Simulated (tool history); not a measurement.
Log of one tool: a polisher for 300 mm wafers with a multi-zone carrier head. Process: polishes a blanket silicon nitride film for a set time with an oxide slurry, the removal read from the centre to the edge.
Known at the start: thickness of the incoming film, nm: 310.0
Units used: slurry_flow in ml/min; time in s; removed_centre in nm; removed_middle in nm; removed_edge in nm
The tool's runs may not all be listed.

run  hour  slurry_flow  centre_zone  middle_zone  edge_zone  slurry_solids  time  removed_centre  removed_middle  removed_edge
  1     0          270            1            1          1              1    82          65.592          65.578        63.951
  2   5.2          220            1            1          1              1    82          63.884          64.163        63.639
  3   9.7          215            1            1       1.02           1.05    82          65.729          65.673        65.059
  4    17          210         0.99            1       1.04            1.1    82          65.369          66.143        66.094
  5  19.7          205         0.99            1       1.06           1.15    83           67.06          68.887         70.75
  6  27.5          205         0.99         0.94       1.06           1.15    83          67.511          65.503        70.702

Run 7 is up next; what results do you expect?
  7  28.7          215         0.99         0.95       1.07            1.2    83               ?               ?             ?

Run 7 measured removed_centre 68.759 nm, removed_middle 67.676 nm, removed_edge 71.777 nm.
